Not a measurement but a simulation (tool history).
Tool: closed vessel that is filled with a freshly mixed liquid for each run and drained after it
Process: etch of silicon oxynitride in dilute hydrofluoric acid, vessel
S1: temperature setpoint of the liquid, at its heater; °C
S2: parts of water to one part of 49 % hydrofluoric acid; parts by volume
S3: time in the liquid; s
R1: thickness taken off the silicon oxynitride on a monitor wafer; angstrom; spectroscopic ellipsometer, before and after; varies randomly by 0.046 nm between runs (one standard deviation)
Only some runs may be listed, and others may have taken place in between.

run  hour    S1   S2   S3      R1
  1   0.0  21.0  230  840  59.521
  2   7.9  22.0  225  840  64.253
  3  10.4  23.0  220  840  68.916
  4  16.8  19.5  220  840  58.685
  5  20.1  19.5  220  840  58.675
  6  25.1  21.0  215  840  64.334
  7  29.5  25.0  185  840  90.927

Run 8 has not been measured yet. What should we expect?
  8  38.9  25.5  185  840   ?

For run 8 the tool returned R1 94.072 angstrom.
